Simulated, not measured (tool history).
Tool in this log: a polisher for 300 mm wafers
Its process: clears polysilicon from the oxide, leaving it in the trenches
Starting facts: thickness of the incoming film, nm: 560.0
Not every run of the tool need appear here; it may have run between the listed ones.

run,hour,flow of slurry (ml/min),pressure of the wafer on the pad (psi),speed of the pad under the wafer (cm/s),overpolish time after the end point (s),time until the end point was called (s),dishing of a wide line in a test structure (angstrom)
1,0.0,315,2.0,104,23,65.662,408.82
2,9.0,315,1.5,104,23,84.270,399.93
3,12.9,315,1.3,98,23,104.960,380.16
4,19.9,245,1.3,98,23,106.040,371.85
5,24.5,315,1.3,98,23,100.790,389.92
6,28.3,315,1.7,98,23,78.750,384.01
7,33.8,310,1.4,98,25,94.612,405.36

Run 8 has not been measured yet. What should we expect?
8,41.0,305,1.2,96,25,?,?

{"run 8": {"time until the end point was called (s)": 113.94, "dishing of a wide line in a test structure (angstrom)": 383.76}}
